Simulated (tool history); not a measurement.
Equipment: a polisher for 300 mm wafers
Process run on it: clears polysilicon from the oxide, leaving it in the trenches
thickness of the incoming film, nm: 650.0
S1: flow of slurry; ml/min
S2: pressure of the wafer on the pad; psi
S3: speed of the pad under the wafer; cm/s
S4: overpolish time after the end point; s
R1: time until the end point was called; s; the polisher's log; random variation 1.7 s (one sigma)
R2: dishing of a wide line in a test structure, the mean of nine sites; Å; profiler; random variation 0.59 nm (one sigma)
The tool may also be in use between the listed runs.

run	hour	S1	S2	S3	S4	R1	R2
1	0.0	235	1.9	78	18	71.193	454.30
2	1.4	290	1.9	78	18	70.746	458.65
3	5.2	250	1.7	78	15	77.350	435.73
4	9.9	220	1.5	80	12	86.446	409.00
5	15.6	220	1.5	64	12	103.380	386.74
6	21.1	220	1.5	48	12	140.520	341.36
7	28.6	220	1.7	48	10	127.510	318.22
8	31.7	220	1.8	50	11	115.220	362.26
9	37.7	235	1.9	50	9	109.370	334.00
10	44.3	235	2.0	50	9	102.750	336.18
11	45.5	235	2.0	50	11	102.740	370.03

Run 12 is up next; what results do you expect?
12	46.3	235	2.0	50	10	?	?

Run 12 gave R1 108.560 s, R2 345.12 Å.

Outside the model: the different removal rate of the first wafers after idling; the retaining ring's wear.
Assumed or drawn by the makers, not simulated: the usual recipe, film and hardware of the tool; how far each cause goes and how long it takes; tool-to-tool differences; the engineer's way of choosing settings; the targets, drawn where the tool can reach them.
